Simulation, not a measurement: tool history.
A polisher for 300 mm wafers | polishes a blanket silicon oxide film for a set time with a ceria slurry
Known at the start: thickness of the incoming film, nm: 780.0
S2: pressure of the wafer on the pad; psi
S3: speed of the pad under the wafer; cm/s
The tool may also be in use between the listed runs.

{"run": 1, "hour": 0.0, "flow of slurry (ml/min)": 235, "S2": 2.5, "S3": 98, "polishing time (s)": 45, "film removed (angstrom)": 1522.5}
{"run": 2, "hour": 3.9, "flow of slurry (ml/min)": 260, "S2": 2.5, "S3": 98, "polishing time (s)": 45, "film removed (angstrom)": 1536.6}
{"run": 3, "hour": 11.5, "flow of slurry (ml/min)": 260, "S2": 2.6, "S3": 98, "polishing time (s)": 45, "film removed (angstrom)": 1604.5}
{"run": 4, "hour": 12.3, "flow of slurry (ml/min)": 315, "S2": 2.6, "S3": 98, "polishing time (s)": 45, "film removed (angstrom)": 1623.2}
{"run": 5, "hour": 21.1, "flow of slurry (ml/min)": 315, "S2": 2.9, "S3": 98, "polishing time (s)": 45, "film removed (angstrom)": 1826.1}
{"run": 6, "hour": 24.8, "flow of slurry (ml/min)": 315, "S2": 2.7, "S3": 98, "polishing time (s)": 45, "film removed (angstrom)": 1685.3}
{"run": 7, "hour": 29.7, "flow of slurry (ml/min)": 315, "S2": 2.9, "S3": 98, "polishing time (s)": 45, "film removed (angstrom)": 1805.3}

The next listed run, before its measurement:
{"run": 8, "hour": 37.5, "flow of slurry (ml/min)": 315, "S2": 2.9, "S3": 98, "polishing time (s)": 45, "film removed (angstrom)": "?"}

Run 8 gave film removed (angstrom) 1778.3.

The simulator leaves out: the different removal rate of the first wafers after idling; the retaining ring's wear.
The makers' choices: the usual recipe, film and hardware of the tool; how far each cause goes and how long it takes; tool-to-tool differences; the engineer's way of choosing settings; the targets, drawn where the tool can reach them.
